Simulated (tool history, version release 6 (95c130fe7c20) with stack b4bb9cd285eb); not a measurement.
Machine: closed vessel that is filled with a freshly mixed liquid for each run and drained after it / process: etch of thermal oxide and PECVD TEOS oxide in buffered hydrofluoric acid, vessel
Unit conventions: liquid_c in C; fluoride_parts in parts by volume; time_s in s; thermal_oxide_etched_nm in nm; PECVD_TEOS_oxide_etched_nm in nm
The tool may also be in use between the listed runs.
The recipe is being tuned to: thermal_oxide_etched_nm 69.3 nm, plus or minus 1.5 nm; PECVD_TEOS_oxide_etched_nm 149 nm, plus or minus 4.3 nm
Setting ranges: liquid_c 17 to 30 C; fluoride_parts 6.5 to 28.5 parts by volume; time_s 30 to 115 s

{"run": 1, "hour": 0.0, "liquid_c": 22, "fluoride_parts": 17.5, "time_s": 60, "thermal_oxide_etched_nm": 46.385, "PECVD_TEOS_oxide_etched_nm": 99.34}
{"run": 2, "hour": 2.1, "liquid_c": 23.5, "fluoride_parts": 17.5, "time_s": 60, "thermal_oxide_etched_nm": 50.052, "PECVD_TEOS_oxide_etched_nm": 108.06}
{"run": 3, "hour": 9.1, "liquid_c": 23.5, "fluoride_parts": 13.5, "time_s": 60, "thermal_oxide_etched_nm": 64.817, "PECVD_TEOS_oxide_etched_nm": 141.85}
{"run": 4, "hour": 10.3, "liquid_c": 23.5, "fluoride_parts": 18.5, "time_s": 60, "thermal_oxide_etched_nm": 47.229, "PECVD_TEOS_oxide_etched_nm": 101.44}
{"run": 5, "hour": 11.6, "liquid_c": 25.5, "fluoride_parts": 18.5, "time_s": 60, "thermal_oxide_etched_nm": 52.849, "PECVD_TEOS_oxide_etched_nm": 113.53}
{"run": 6, "hour": 18.2, "liquid_c": 27, "fluoride_parts": 18.5, "time_s": 60, "thermal_oxide_etched_nm": 56.707, "PECVD_TEOS_oxide_etched_nm": 123.48}
{"run": 7, "hour": 24.9, "liquid_c": 28, "fluoride_parts": 18.5, "time_s": 60, "thermal_oxide_etched_nm": 60.38, "PECVD_TEOS_oxide_etched_nm": 129.42}
{"run": 8, "hour": 33.3, "liquid_c": 28.5, "fluoride_parts": 18.5, "time_s": 60, "thermal_oxide_etched_nm": 61.844, "PECVD_TEOS_oxide_etched_nm": 132.76}
{"run": 9, "hour": 39.1, "liquid_c": 29, "fluoride_parts": 18.5, "time_s": 60, "thermal_oxide_etched_nm": 64.191, "PECVD_TEOS_oxide_etched_nm": 135.27}
{"run": 10, "hour": 47.9, "liquid_c": 29, "fluoride_parts": 18, "time_s": 60, "thermal_oxide_etched_nm": 65.576, "PECVD_TEOS_oxide_etched_nm": 140.87}
{"run": 11, "hour": 49.9, "liquid_c": 29.5, "fluoride_parts": 18, "time_s": 60, "thermal_oxide_etched_nm": 66.864, "PECVD_TEOS_oxide_etched_nm": 145.04}

Pick the move, out of 4, that brings all results within their allowed miss; only one does.
{"run": "A", "hour": 51.9, "liquid_c": 28.5, "fluoride_parts": 19, "time_s": 65, "thermal_oxide_etched_nm": "?", "PECVD_TEOS_oxide_etched_nm": "?"}
{"run": "B", "hour": 51.9, "liquid_c": 29.5, "fluoride_parts": 15.5, "time_s": 50, "thermal_oxide_etched_nm": "?", "PECVD_TEOS_oxide_etched_nm": "?"}
{"run": "C", "hour": 51.9, "liquid_c": 29.5, "fluoride_parts": 17, "time_s": 55, "thermal_oxide_etched_nm": "?", "PECVD_TEOS_oxide_etched_nm": "?"}
{"run": "D", "hour": 51.9, "liquid_c": 29, "fluoride_parts": 18.5, "time_s": 65, "thermal_oxide_etched_nm": "?", "PECVD_TEOS_oxide_etched_nm": "?"}

move=A thermal_oxide_etched_nm=65.574 PECVD_TEOS_oxide_etched_nm=141.72
move=B thermal_oxide_etched_nm=64.92 PECVD_TEOS_oxide_etched_nm=140.31
move=C thermal_oxide_etched_nm=65.227 PECVD_TEOS_oxide_etched_nm=140.97
move=D thermal_oxide_etched_nm=69.11 PECVD_TEOS_oxide_etched_nm=149.36
A: the biggest miss grows against the last run
B: the biggest miss grows against the last run
C: the biggest miss grows against the last run
D: meets every target
Correct choice: D, which meets every target

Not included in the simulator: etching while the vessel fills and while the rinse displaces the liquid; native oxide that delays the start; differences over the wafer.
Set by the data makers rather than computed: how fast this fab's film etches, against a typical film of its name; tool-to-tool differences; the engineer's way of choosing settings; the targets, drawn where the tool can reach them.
